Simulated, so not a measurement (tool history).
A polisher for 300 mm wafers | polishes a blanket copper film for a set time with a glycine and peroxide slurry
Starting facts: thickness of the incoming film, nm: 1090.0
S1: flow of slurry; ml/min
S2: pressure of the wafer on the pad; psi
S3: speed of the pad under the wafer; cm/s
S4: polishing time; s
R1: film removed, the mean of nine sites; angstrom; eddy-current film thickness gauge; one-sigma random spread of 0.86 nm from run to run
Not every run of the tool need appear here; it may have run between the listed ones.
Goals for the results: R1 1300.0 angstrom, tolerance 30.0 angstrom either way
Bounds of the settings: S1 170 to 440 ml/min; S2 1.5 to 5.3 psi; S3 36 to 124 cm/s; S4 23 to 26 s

{"run": 1, "day": 0.0, "S1": 280, "S2": 3.4, "S3": 80, "S4": 26, "R1": 1518.4}
{"run": 2, "day": 0.325, "S1": 275, "S2": 3.3, "S3": 80, "S4": 26, "R1": 1484.2}
{"run": 3, "day": 0.696, "S1": 225, "S2": 3.3, "S3": 80, "S4": 26, "R1": 1432.6}
{"run": 4, "day": 0.846, "S1": 220, "S2": 3.2, "S3": 80, "S4": 26, "R1": 1412.0}
{"run": 5, "day": 0.896, "S1": 215, "S2": 3.1, "S3": 80, "S4": 26, "R1": 1356.0}
{"run": 6, "day": 1.033, "S1": 210, "S2": 3.1, "S3": 80, "S4": 26, "R1": 1362.0}
{"run": 7, "day": 1.35, "S1": 205, "S2": 3.1, "S3": 80, "S4": 26, "R1": 1345.1}
{"run": 8, "day": 1.642, "S1": 200, "S2": 3.1, "S3": 80, "S4": 26, "R1": 1353.7}
{"run": 9, "day": 1.771, "S1": 195, "S2": 3.1, "S3": 80, "S4": 26, "R1": 1352.6}

Pick the move, out of 4, that brings all results within their allowed miss; only one does.
{"run": "A", "day": 1.9, "S1": 190, "S2": 3.1, "S3": 76, "S4": 26, "R1": "?"}
{"run": "B", "day": 1.9, "S1": 205, "S2": 3.4, "S3": 82, "S4": 25, "R1": "?"}
{"run": "C", "day": 1.9, "S1": 275, "S2": 3.6, "S3": 66, "S4": 26, "R1": "?"}
{"run": "D", "day": 1.9, "S1": 170, "S2": 3.6, "S3": 70, "S4": 26, "R1": "?"}

move=A R1=1290.5
move=B R1=1427.7
move=C R1=1364.5
move=D R1=1352.1
A: each result inside its tolerance
B: the biggest miss grows against the last run
C: the biggest miss grows against the last run
D: about as far from the targets as the last run
So the answer is move A, the one that meets all the targets.
